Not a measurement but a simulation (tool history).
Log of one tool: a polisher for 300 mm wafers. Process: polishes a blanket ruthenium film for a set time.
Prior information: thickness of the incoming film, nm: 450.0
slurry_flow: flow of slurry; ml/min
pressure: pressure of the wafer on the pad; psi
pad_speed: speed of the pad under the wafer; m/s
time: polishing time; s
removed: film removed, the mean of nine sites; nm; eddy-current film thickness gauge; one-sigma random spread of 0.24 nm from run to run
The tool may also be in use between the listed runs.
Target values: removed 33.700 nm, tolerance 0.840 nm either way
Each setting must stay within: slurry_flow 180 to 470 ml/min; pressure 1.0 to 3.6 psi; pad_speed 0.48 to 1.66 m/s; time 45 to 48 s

run,hour,slurry_flow,pressure,pad_speed,time,removed
1,0.0,300,2.3,1.06,45,61.535
2,8.9,300,2.3,1.06,48,64.915
3,15.3,295,1.9,1.04,48,53.928
4,22.8,290,1.6,1.02,48,44.522
5,27.3,290,1.6,1.20,48,51.173
6,31.6,290,1.6,1.10,48,46.891
7,35.0,280,1.4,1.10,48,41.749
8,41.0,260,1.3,1.10,48,38.670
9,41.7,240,1.3,1.10,48,38.057
10,44.9,215,1.0,1.10,48,29.612
11,50.7,240,1.0,1.10,48,29.791
12,53.6,275,1.0,1.10,48,30.082

Pick the move, out of 4, that brings all results within their allowed miss; only one does.
A,56.5,280,1.2,1.04,47,?
B,56.5,325,1.2,0.94,48,?
C,56.5,220,1.2,1.10,48,?
D,56.5,250,1.3,1.04,48,?

move,removed
A,33.607
B,31.459
C,35.546
D,36.697
A: all results land within tolerance of their targets
B: closer than the last run, but not yet in spec
C: takes the result that was furthest off past its target
D: takes the result that was furthest off past its target
A is the move that brings every result within its allowed miss.

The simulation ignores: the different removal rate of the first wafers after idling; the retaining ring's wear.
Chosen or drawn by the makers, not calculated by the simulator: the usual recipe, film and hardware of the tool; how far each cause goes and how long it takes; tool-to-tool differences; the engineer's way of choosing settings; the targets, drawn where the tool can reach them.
